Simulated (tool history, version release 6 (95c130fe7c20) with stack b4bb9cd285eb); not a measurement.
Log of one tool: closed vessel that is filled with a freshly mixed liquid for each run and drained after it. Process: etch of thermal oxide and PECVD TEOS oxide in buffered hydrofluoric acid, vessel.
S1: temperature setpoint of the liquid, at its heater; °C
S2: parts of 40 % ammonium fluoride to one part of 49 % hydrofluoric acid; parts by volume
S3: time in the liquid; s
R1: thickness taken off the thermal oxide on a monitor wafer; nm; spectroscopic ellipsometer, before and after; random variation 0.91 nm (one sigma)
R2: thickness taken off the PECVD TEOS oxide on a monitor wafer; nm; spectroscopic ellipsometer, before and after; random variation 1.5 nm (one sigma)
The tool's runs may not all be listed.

| run | hour | S1 | S2 | S3 | R1 | R2 |
|---|---|---|---|---|---|---|
| 1 | 0.0 | 22.0 | 7.5 | 60 | 80.466 | 111.51 |
| 2 | 5.9 | 22.0 | 5.5 | 60 | 107.110 | 148.83 |
| 3 | 9.1 | 22.0 | 5.0 | 60 | 116.570 | 162.13 |
| 4 | 18.1 | 23.0 | 5.0 | 60 | 122.740 | 170.52 |
| 5 | 20.2 | 23.0 | 6.5 | 60 | 99.101 | 137.26 |
| 6 | 22.7 | 23.0 | 8.5 | 60 | 74.253 | 103.75 |
| 7 | 27.2 | 27.0 | 6.0 | 60 | 131.270 | 181.08 |
| 8 | 32.0 | 27.5 | 6.0 | 60 | 136.240 | 185.89 |
| 9 | 33.8 | 28.0 | 6.0 | 60 | 138.070 | 192.43 |
| 10 | 35.7 | 28.5 | 6.0 | 60 | 141.970 | 198.94 |
| 11 | 40.5 | 29.0 | 6.0 | 60 | 143.630 | 205.82 |

Forecast run 12:
| 12 | 49.7 | 29.0 | 5.5 | 60 | ? | ? |

Run 12 gave R1 156.410 nm, R2 216.30 nm.

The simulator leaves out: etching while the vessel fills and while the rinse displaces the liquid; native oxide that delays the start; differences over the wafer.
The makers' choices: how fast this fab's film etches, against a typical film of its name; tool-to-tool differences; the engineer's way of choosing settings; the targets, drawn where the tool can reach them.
